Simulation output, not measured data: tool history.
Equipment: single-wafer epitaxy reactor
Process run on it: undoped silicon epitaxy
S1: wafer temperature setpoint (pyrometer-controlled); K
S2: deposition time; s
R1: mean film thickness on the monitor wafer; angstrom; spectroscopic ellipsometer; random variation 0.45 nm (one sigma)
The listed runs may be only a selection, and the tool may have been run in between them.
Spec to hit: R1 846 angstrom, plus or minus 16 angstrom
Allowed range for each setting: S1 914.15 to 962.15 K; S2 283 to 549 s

{"run": 1, "hour": 0.0, "S1": 938.15, "S2": 416, "R1": 966.05}
{"run": 2, "hour": 6.6, "S1": 929.15, "S2": 416, "R1": 819.37}
{"run": 3, "hour": 9.2, "S1": 929.15, "S2": 357, "R1": 705.04}
{"run": 4, "hour": 9.8, "S1": 929.15, "S2": 312, "R1": 613.78}
{"run": 5, "hour": 12.6, "S1": 932.15, "S2": 312, "R1": 656.05}
{"run": 6, "hour": 14.3, "S1": 934.15, "S2": 312, "R1": 670.34}
{"run": 7, "hour": 18.6, "S1": 936.15, "S2": 312, "R1": 695.87}
{"run": 8, "hour": 19.8, "S1": 938.15, "S2": 312, "R1": 723.39}
{"run": 9, "hour": 20.7, "S1": 939.15, "S2": 312, "R1": 743.17}
{"run": 10, "hour": 24.3, "S1": 940.15, "S2": 312, "R1": 750.32}

Below are 5 possible settings for the next run. Only one of them brings all results inside the allowed miss of their targets. Which is it?
{"run": "A", "hour": 27.9, "S1": 943.15, "S2": 358, "R1": "?"}
{"run": "B", "hour": 27.9, "S1": 947.15, "S2": 325, "R1": "?"}
{"run": "C", "hour": 27.9, "S1": 938.15, "S2": 391, "R1": "?"}
{"run": "D", "hour": 27.9, "S1": 938.15, "S2": 367, "R1": "?"}
{"run": "E", "hour": 27.9, "S1": 945.15, "S2": 306, "R1": "?"}

move=A R1=911.93
move=B R1=890.83
move=C R1=908.09
move=D R1=852.35
move=E R1=808.62
A: the result that was furthest off in the last run now lies on the other side of its target
B: the result that was furthest off in the last run now lies on the other side of its target
C: the result that was furthest off in the last run now lies on the other side of its target
D: each result inside its tolerance
E: better than the last run, though not everything is in spec
Answer: D

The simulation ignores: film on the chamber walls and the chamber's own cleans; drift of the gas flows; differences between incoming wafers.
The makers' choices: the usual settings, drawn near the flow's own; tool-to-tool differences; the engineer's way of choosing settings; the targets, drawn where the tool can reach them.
